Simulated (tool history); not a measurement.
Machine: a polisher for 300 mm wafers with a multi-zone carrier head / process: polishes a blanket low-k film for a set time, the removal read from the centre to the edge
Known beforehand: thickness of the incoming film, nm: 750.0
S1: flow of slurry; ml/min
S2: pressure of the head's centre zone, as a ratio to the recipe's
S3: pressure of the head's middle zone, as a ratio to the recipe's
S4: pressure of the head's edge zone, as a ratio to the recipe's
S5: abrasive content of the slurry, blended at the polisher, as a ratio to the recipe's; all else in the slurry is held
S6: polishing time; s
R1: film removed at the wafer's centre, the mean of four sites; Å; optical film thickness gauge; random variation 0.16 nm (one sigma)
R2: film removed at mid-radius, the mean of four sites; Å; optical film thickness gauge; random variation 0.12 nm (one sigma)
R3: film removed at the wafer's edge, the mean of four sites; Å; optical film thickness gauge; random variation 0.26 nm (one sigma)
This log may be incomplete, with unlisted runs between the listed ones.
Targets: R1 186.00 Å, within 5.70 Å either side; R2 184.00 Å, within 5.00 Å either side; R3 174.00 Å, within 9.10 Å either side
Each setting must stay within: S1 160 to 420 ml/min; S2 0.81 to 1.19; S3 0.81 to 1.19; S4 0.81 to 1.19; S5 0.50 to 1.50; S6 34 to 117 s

run,day,S1,S2,S3,S4,S5,S6,R1,R2,R3
1,0.000,270,1.00,1.00,1.00,1.00,75,226.51,229.37,239.86
2,0.046,270,0.94,1.00,1.00,1.00,75,216.49,228.67,237.47
3,0.212,280,0.96,1.00,0.95,0.90,75,211.57,224.77,221.23
4,0.342,280,0.96,1.00,0.88,0.90,75,212.59,221.32,213.94
5,0.496,280,0.96,1.00,0.94,0.90,75,212.15,223.21,219.27
6,0.546,340,0.96,1.00,0.94,0.90,75,215.46,224.49,223.97
7,0.758,335,0.96,0.98,0.91,0.80,75,207.46,213.26,206.49
# day 1.092: edge zone pressure recalibrated
8,1.092,335,0.95,0.96,0.89,0.75,75,197.89,204.88,197.31
9,1.238,330,0.95,0.94,0.87,0.70,75,197.55,195.92,184.93
10,1.458,325,0.94,0.93,0.87,0.70,75,194.14,195.17,191.02

Which single option among these 4 for the next run brings every result within its allowed miss of target? Just one does.
A,1.679,295,0.81,0.88,0.97,0.65,86,?,?,?
B,1.679,355,0.97,0.94,0.85,0.85,65,?,?,?
C,1.679,285,1.01,1.11,0.81,0.60,78,?,?,?
D,1.679,265,1.00,0.90,1.05,0.70,74,?,?,?

move,R1,R2,R3
A,186.00,205.43,221.48
B,185.05,185.06,177.09
C,196.15,217.95,178.23
D,193.94,182.90,201.92
A: the biggest miss grows against the last run
B: every result lands within tolerance
C: the biggest miss grows against the last run
D: gets the furthest-off result to its target, but another result is out of tolerance
B meets every target.
